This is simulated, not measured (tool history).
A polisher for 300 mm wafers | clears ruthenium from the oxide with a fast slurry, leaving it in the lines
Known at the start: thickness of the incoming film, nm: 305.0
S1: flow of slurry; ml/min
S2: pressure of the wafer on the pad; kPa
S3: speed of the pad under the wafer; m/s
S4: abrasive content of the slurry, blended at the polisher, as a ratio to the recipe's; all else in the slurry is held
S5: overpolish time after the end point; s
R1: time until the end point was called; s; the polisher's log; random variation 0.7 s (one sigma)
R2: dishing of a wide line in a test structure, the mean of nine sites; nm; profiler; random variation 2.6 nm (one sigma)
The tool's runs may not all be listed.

run 1 hour=0.0 | S1=140 S2=22.8 S3=0.78 S4=1.0 S5=26 | R1=88.500 R2=71.870
run 2 hour=7.1 | S1=145 S2=22.8 S3=0.78 S4=1.0 S5=30 | R1=88.892 R2=83.452
run 3 hour=16.1 | S1=145 S2=22.8 S3=0.64 S4=1.0 S5=30 | R1=100.210 R2=73.582
run 4 hour=20.8 | S1=145 S2=22.8 S3=0.48 S4=1.0 S5=30 | R1=121.690 R2=61.563
run 5 hour=23.9 | S1=170 S2=22.8 S3=0.48 S4=1.0 S5=30 | R1=118.400 R2=66.026
run 6 hour=27.6 | S1=175 S2=24.8 S3=0.48 S4=1.0 S5=32 | R1=108.260 R2=71.624
run 7 hour=31.4 | S1=175 S2=26.9 S3=0.48 S4=1.0 S5=35 | R1=101.360 R2=80.368

Run 8 comes next. What will it give?
run 8 hour=33.8 | S1=195 S2=32.4 S3=0.50 S4=1.0 S5=43 | R1=? R2=?

Run 8 gave R1 79.755 s, R2 117.800 nm.

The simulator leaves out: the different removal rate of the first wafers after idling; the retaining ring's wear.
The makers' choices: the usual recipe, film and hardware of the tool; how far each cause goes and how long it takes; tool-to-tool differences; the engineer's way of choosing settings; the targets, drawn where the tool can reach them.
